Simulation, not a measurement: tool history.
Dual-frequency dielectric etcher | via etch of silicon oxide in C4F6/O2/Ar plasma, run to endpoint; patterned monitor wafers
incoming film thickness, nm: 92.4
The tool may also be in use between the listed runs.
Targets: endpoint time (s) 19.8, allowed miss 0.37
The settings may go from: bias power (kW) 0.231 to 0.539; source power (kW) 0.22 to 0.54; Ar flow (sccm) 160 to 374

run	day	bias power (kW)	source power (kW)	Ar flow (sccm)	endpoint time (s)
1	0	0.385	0.38	267	21.826
2	0.271	0.352	0.38	267	23.223
3	0.562	0.388	0.38	267	21.974
4	0.646	0.439	0.38	267	20.581
5	0.958	0.448	0.38	267	20.264
6	1.279	0.413	0.38	267	21.295
7	1.612	0.429	0.38	267	20.863
8	1.908	0.441	0.38	267	20.423
# day 2.204: bias power generator calibrated
9	2.204	0.448	0.38	267	20.621
10	2.292	0.459	0.38	267	20.499

5 next moves are on the table. One of them brings every result within its allowed miss. Which?
A	2.379	0.46	0.32	274	?
B	2.379	0.482	0.4	277	?
C	2.379	0.442	0.36	240	?
D	2.379	0.461	0.38	274	?
E	2.379	0.497	0.3	293	?

move	endpoint time (s)
A	21.158
B	19.77
C	20.678
D	20.414
E	20.789
A: further off than the last run
B: meets every target
C: further off than the last run
D: nearer than the last run, and not there yet
E: further off than the last run
Move B is the one to make.
